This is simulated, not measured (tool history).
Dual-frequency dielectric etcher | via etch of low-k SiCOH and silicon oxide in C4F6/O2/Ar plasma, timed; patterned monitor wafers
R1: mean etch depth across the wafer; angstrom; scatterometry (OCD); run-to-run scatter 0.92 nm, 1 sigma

run 1 hour=0 | source_power_(kW)=0.42 bias_power_(kW)=0.165 etch_time_(s)=112.5 | R1=3269.5
run 2 hour=6.1 | source_power_(kW)=0.44 bias_power_(kW)=0.173 etch_time_(s)=113 | R1=3439.3
run 3 hour=10.8 | source_power_(kW)=0.44 bias_power_(kW)=0.173 etch_time_(s)=117.5 | R1=3572.3
run 4 hour=16.3 | source_power_(kW)=0.44 bias_power_(kW)=0.173 etch_time_(s)=117.5 | R1=3584.5
run 5 hour=18.6 | source_power_(kW)=0.46 bias_power_(kW)=0.177 etch_time_(s)=117.5 | R1=3699.5
run 6 hour=27.6 | source_power_(kW)=0.48 bias_power_(kW)=0.179 etch_time_(s)=117.5 | R1=3801.9
run 7 hour=36.4 | source_power_(kW)=0.49 bias_power_(kW)=0.181 etch_time_(s)=117.5 | R1=3850.2

For run 8, what comes out?
run 8 hour=42.2 | source_power_(kW)=0.5 bias_power_(kW)=0.182 etch_time_(s)=117.5 | R1=?

R1: 3894.3 angstrom
